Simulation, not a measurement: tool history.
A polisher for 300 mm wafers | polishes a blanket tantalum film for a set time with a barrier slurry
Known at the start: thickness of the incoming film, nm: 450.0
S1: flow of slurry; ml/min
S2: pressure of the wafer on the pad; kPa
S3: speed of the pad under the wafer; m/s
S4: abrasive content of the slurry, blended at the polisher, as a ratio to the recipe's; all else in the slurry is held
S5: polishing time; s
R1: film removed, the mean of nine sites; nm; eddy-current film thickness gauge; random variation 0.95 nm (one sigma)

run 1 day=0 | S1=300 S2=13.8 S3=0.84 S4=1 S5=86 | R1=124.92
run 2 day=0.046 | S1=300 S2=15.9 S3=0.84 S4=1 S5=86 | R1=140.42
run 3 day=0.167 | S1=300 S2=14.5 S3=0.82 S4=1 S5=86 | R1=126.6
run 4 day=0.521 | S1=300 S2=13.1 S3=0.8 S4=1 S5=86 | R1=115.2
run 5 day=0.675 | S1=300 S2=11.7 S3=0.78 S4=1 S5=86 | R1=97.567
run 6 day=0.979 | S1=300 S2=11.7 S3=0.78 S4=1 S5=86 | R1=101.65

The next listed run, before its measurement:
run 7 day=1.017 | S1=300 S2=11 S3=0.78 S4=1 S5=86 | R1=?

R1: 93.433 nm
